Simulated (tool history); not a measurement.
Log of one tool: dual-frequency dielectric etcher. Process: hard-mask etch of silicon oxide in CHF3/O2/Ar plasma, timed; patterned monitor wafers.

run,hour,source power (kW),bias power (kW),etch time (s),mean etch depth across the wafer (Å)
1,0.0,0.740,0.164,24.5,477.36
2,8.5,0.740,0.164,25.5,498.30
3,12.8,0.670,0.160,25.5,471.09
4,14.5,0.670,0.132,25.5,445.54
5,22.0,0.650,0.131,25.5,444.06
6,28.0,0.750,0.131,25.5,471.83
7,35.5,0.710,0.130,25.5,458.32
8,43.5,0.680,0.129,25.5,447.91
9,47.3,0.660,0.128,25.5,442.02

The next listed run, before its measurement:
10,50.2,0.650,0.127,25.5,?

mean etch depth across the wafer (Å): 436.21

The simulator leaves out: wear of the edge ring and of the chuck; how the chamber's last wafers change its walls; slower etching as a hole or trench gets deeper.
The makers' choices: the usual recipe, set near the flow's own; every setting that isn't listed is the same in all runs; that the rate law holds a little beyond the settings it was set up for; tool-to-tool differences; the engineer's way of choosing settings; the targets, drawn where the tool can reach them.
